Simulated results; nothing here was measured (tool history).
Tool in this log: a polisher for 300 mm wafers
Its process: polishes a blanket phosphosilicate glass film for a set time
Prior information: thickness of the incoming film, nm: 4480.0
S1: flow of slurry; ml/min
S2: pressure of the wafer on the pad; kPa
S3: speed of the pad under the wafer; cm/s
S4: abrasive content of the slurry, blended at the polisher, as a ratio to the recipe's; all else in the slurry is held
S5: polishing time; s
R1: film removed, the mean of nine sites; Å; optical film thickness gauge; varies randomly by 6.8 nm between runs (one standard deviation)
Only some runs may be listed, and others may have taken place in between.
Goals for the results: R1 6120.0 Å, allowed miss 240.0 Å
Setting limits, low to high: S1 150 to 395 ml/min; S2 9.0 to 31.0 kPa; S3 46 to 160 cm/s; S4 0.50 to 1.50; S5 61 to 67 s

Run 1, hour 0.0: S1 250 ml/min, S2 20.0 kPa, S3 102 cm/s, S4 1.00, S5 67 s. Result: R1 4635.1 Å.
Run 2, hour 3.6: S1 250 ml/min, S2 20.7 kPa, S3 102 cm/s, S4 1.00, S5 67 s. Result: R1 4829.1 Å.
Run 3, hour 7.2: S1 250 ml/min, S2 17.9 kPa, S3 102 cm/s, S4 1.00, S5 67 s. Result: R1 4129.6 Å.
Run 4, hour 13.0: S1 250 ml/min, S2 13.1 kPa, S3 102 cm/s, S4 1.00, S5 67 s. Result: R1 3066.0 Å.
Run 5, hour 18.5: S1 250 ml/min, S2 13.1 kPa, S3 102 cm/s, S4 0.80, S5 67 s. Result: R1 2843.2 Å.
Run 6, hour 23.6: S1 250 ml/min, S2 13.1 kPa, S3 102 cm/s, S4 0.80, S5 61 s. Result: R1 2607.2 Å.
Run 7, hour 26.9: S1 250 ml/min, S2 15.2 kPa, S3 102 cm/s, S4 0.80, S5 61 s. Result: R1 2993.5 Å.
Run 8, hour 33.5: S1 250 ml/min, S2 16.5 kPa, S3 102 cm/s, S4 0.80, S5 61 s. Result: R1 3336.0 Å.
Run 9, hour 42.5: S1 250 ml/min, S2 17.9 kPa, S3 102 cm/s, S4 0.80, S5 61 s. Result: R1 3462.7 Å.
Run 10, hour 43.7: S1 250 ml/min, S2 19.3 kPa, S3 102 cm/s, S4 0.80, S5 61 s. Result: R1 3779.9 Å.
Run 11, hour 50.5: S1 250 ml/min, S2 20.7 kPa, S3 102 cm/s, S4 0.80, S5 61 s. Result: R1 3987.1 Å.
Run 12, hour 52.6: S1 250 ml/min, S2 22.1 kPa, S3 102 cm/s, S4 0.80, S5 61 s. Result: R1 4256.9 Å.
Run 13, hour 61.3: S1 250 ml/min, S2 22.8 kPa, S3 102 cm/s, S4 0.80, S5 61 s. Result: R1 4363.1 Å.
Run 14, hour 62.2: S1 250 ml/min, S2 23.4 kPa, S3 102 cm/s, S4 0.80, S5 61 s. Result: R1 4614.7 Å.
Run 15, hour 64.2: S1 250 ml/min, S2 24.1 kPa, S3 102 cm/s, S4 0.80, S5 61 s. Result: R1 4748.5 Å.
Run 16, hour 70.1: S1 250 ml/min, S2 29.6 kPa, S3 104 cm/s, S4 0.80, S5 61 s. Result: R1 5810.0 Å.

Pick the move, out of 4, that brings all results within their allowed miss; only one does.
Run A, hour 76.0: S1 200 ml/min, S2 28.3 kPa, S3 108 cm/s, S4 0.80, S5 61 s. Result: R1 ?.
Run B, hour 76.0: S1 240 ml/min, S2 30.3 kPa, S3 100 cm/s, S4 0.75, S5 67 s. Result: R1 ?.
Run C, hour 76.0: S1 300 ml/min, S2 28.3 kPa, S3 102 cm/s, S4 0.80, S5 61 s. Result: R1 ?.
Run D, hour 76.0: S1 235 ml/min, S2 27.6 kPa, S3 106 cm/s, S4 0.80, S5 64 s. Result: R1 ?.

move      R1
   A  5559.0
   B  6155.8
   C  5557.6
   D  5723.6
A: further off than the last run
B: all results land within tolerance of their targets
C: further off than the last run
D: further off than the last run
B meets every target.
